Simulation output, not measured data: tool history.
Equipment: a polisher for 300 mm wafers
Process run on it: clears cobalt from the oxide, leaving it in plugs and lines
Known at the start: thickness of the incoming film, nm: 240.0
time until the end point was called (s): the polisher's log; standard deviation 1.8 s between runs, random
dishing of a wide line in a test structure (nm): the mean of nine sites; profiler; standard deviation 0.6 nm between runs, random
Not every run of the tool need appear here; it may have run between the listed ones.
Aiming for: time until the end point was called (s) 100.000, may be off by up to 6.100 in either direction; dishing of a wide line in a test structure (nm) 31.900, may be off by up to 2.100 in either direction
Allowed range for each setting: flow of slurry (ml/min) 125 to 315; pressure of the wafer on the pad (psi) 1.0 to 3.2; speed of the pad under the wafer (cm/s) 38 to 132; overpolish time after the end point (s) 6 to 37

run	hour	flow of slurry (ml/min)	pressure of the wafer on the pad (psi)	speed of the pad under the wafer (cm/s)	overpolish time after the end point (s)	time until the end point was called (s)	dishing of a wide line in a test structure (nm)
1	0.0	205	2.1	84	19	43.664	33.749
2	6.2	205	1.8	78	21	57.947	32.975
3	12.9	205	1.8	78	29	55.418	33.581
4	16.9	205	1.8	94	29	48.009	35.113
5	22.0	205	1.8	102	29	43.863	34.905
6	28.6	205	1.6	94	30	52.147	33.059
7	30.7	195	1.6	80	32	62.074	34.680
8	38.9	195	1.4	76	32	72.213	33.718
9	42.3	195	1.3	74	31	79.711	31.606
10	50.2	190	1.2	72	33	88.785	31.729
11	51.7	185	1.2	72	34	93.344	33.521
12	59.3	185	1.2	72	34	90.154	32.518
13	66.9	180	1.2	72	34	90.364	33.833
14	73.6	190	1.0	70	30	111.110	30.566
15	78.3	190	1.0	70	31	112.340	30.659

Which one of the following 4 next-run settings gets every result inside its allowed miss? There is exactly one.
A	83.0	300	1.0	76	32	?	?
B	83.0	150	1.0	66	33	?	?
C	83.0	200	1.0	74	23	?	?
D	83.0	220	1.1	52	32	?	?

move	time until the end point was called (s)	dishing of a wide line in a test structure (nm)
A	97.640	32.419
B	121.990	30.566
C	104.700	27.985
D	132.690	29.340
A: each result inside its tolerance
B: its largest miss is bigger than the last run's
C: the worst result of the last run now meets its target, but another is out of spec
D: its largest miss is bigger than the last run's
Go with A: it meets all targets.

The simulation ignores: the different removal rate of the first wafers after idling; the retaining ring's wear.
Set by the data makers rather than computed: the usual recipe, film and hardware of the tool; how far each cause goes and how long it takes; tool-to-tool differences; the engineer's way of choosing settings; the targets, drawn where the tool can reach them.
